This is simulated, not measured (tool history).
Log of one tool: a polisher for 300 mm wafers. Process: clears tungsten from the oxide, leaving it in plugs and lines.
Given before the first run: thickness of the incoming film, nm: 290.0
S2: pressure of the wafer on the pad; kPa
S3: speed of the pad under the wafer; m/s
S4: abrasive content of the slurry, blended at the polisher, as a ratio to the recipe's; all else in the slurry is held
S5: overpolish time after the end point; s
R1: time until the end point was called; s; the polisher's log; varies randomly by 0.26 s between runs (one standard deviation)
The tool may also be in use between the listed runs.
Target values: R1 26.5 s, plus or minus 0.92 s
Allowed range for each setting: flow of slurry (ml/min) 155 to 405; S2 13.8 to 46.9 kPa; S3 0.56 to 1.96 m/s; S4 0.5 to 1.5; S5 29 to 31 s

{"run": 1, "hour": 0.0, "flow of slurry (ml/min)": 260, "S2": 30.3, "S3": 1.26, "S4": 1, "S5": 29, "R1": 32.418}
{"run": 2, "hour": 2.3, "flow of slurry (ml/min)": 260, "S2": 24.8, "S3": 1.26, "S4": 1, "S5": 29, "R1": 37.68}
{"run": 3, "hour": 11.3, "flow of slurry (ml/min)": 215, "S2": 24.8, "S3": 1.26, "S4": 1, "S5": 29, "R1": 38.829}
{"run": 4, "hour": 16.4, "flow of slurry (ml/min)": 220, "S2": 27.6, "S3": 1.26, "S4": 1, "S5": 29, "R1": 35.483}
{"run": 5, "hour": 20.7, "flow of slurry (ml/min)": 220, "S2": 27.6, "S3": 0.94, "S4": 1, "S5": 29, "R1": 47.806}
{"run": 6, "hour": 25.6, "flow of slurry (ml/min)": 225, "S2": 32.4, "S3": 0.94, "S4": 1, "S5": 29, "R1": 42.009}
{"run": 7, "hour": 29.4, "flow of slurry (ml/min)": 230, "S2": 35.9, "S3": 0.96, "S4": 1, "S5": 29, "R1": 37.531}
{"run": 8, "hour": 33.2, "flow of slurry (ml/min)": 235, "S2": 38.6, "S3": 0.98, "S4": 1, "S5": 29, "R1": 34.676}

5 next moves are on the table. One of them brings every result within its allowed miss. Which?
{"run": "A", "hour": 37.0, "flow of slurry (ml/min)": 215, "S2": 37.9, "S3": 1.22, "S4": 0.9, "S5": 29, "R1": "?"}
{"run": "B", "hour": 37.0, "flow of slurry (ml/min)": 210, "S2": 43.4, "S3": 1.22, "S4": 0.85, "S5": 30, "R1": "?"}
{"run": "C", "hour": 37.0, "flow of slurry (ml/min)": 295, "S2": 42.7, "S3": 1.02, "S4": 1.3, "S5": 31, "R1": "?"}
{"run": "D", "hour": 37.0, "flow of slurry (ml/min)": 195, "S2": 40.7, "S3": 1.22, "S4": 0.85, "S5": 29, "R1": "?"}
{"run": "E", "hour": 37.0, "flow of slurry (ml/min)": 195, "S2": 36.5, "S3": 0.88, "S4": 0.95, "S5": 31, "R1": "?"}

move=A R1=29.238
move=B R1=26.533
move=C R1=28.202
move=D R1=28.191
move=E R1=40.945
A: closer than the last run, but not yet in spec
B: every result within its allowed miss
C: closer than the last run, but not yet in spec
D: closer than the last run, but not yet in spec
E: its largest miss is bigger than the last run's
The move that meets every target is B.
